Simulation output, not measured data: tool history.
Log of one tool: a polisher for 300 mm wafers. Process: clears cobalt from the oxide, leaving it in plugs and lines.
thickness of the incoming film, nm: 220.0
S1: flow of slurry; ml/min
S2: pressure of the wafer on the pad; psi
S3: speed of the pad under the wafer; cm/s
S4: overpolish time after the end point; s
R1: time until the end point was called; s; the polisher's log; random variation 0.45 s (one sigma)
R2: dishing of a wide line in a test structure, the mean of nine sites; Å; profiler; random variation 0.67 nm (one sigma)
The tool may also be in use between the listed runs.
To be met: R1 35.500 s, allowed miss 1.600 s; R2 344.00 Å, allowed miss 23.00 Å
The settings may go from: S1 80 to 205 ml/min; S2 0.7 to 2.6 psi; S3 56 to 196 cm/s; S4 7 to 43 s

run 1 hour=0.0 | S1=135 S2=1.6 S3=126 S4=22 | R1=39.864 R2=457.24
run 2 hour=6.5 | S1=135 S2=1.6 S3=100 S4=22 | R1=50.809 R2=437.59
run 3 hour=9.7 | S1=135 S2=1.4 S3=100 S4=22 | R1=57.910 R2=421.75
run 4 hour=16.5 | S1=165 S2=1.4 S3=100 S4=22 | R1=56.210 R2=423.58
run 5 hour=19.8 | S1=195 S2=1.4 S3=100 S4=22 | R1=53.662 R2=426.58
run 6 hour=25.9 | S1=200 S2=1.5 S3=102 S4=18 | R1=50.534 R2=406.81
run 7 hour=27.0 | S1=200 S2=1.7 S3=102 S4=15 | R1=43.270 R2=381.85
run 8 hour=28.0 | S1=200 S2=1.8 S3=102 S4=13 | R1=41.436 R2=372.65
run 9 hour=35.3 | S1=200 S2=1.9 S3=102 S4=12 | R1=39.198 R2=363.25
run 10 hour=41.1 | S1=200 S2=1.9 S3=102 S4=11 | R1=39.374 R2=371.78
run 11 hour=47.5 | S1=200 S2=2.0 S3=100 S4=10 | R1=38.541 R2=339.64
run 12 hour=52.7 | S1=200 S2=2.1 S3=100 S4=11 | R1=36.265 R2=389.11

Which of these 4 next moves meets every target?
run A hour=57.9 | S1=200 S2=1.7 S3=112 S4=7 | R1=? R2=?
run B hour=57.9 | S1=205 S2=2.3 S3=94 S4=7 | R1=? R2=?
run C hour=57.9 | S1=205 S2=2.2 S3=98 S4=7 | R1=? R2=?
run D hour=57.9 | S1=195 S2=2.3 S3=94 S4=9 | R1=? R2=?

move=A R1=40.302 R2=278.61
move=B R1=35.422 R2=301.95
move=C R1=35.544 R2=301.32
move=D R1=35.639 R2=346.93
A: takes the result that was furthest off past its target
B: takes the result that was furthest off past its target
C: takes the result that was furthest off past its target
D: meets every target
Move D is the one to make.

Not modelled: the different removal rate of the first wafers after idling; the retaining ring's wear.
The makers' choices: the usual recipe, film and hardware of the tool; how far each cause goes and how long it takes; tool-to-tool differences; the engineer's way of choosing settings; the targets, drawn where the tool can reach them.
